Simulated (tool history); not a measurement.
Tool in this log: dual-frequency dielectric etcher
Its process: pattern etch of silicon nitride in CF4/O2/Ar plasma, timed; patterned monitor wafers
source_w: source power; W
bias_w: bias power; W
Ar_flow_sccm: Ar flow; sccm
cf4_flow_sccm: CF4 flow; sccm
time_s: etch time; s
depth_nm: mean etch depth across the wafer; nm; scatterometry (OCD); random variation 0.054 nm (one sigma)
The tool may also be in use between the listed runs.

run,hour,source_w,bias_w,Ar_flow_sccm,cf4_flow_sccm,time_s,depth_nm
1,0.0,740,41,83,75,9.0,20.914
2,6.8,700,41,83,75,9.0,20.025
3,13.5,700,36,83,75,9.0,19.087
4,20.2,680,36,83,75,9.0,18.528
5,26.6,680,36,83,84,9.0,18.885
6,28.2,660,36,83,84,9.0,18.288
# hour 29.8: bias power generator calibrated
7,29.8,650,36,83,84,9.0,18.216

Run 8 has not been measured yet. What should we expect?
8,32.4,640,36,83,84,9.0,?

depth_nm: 18.100 nm

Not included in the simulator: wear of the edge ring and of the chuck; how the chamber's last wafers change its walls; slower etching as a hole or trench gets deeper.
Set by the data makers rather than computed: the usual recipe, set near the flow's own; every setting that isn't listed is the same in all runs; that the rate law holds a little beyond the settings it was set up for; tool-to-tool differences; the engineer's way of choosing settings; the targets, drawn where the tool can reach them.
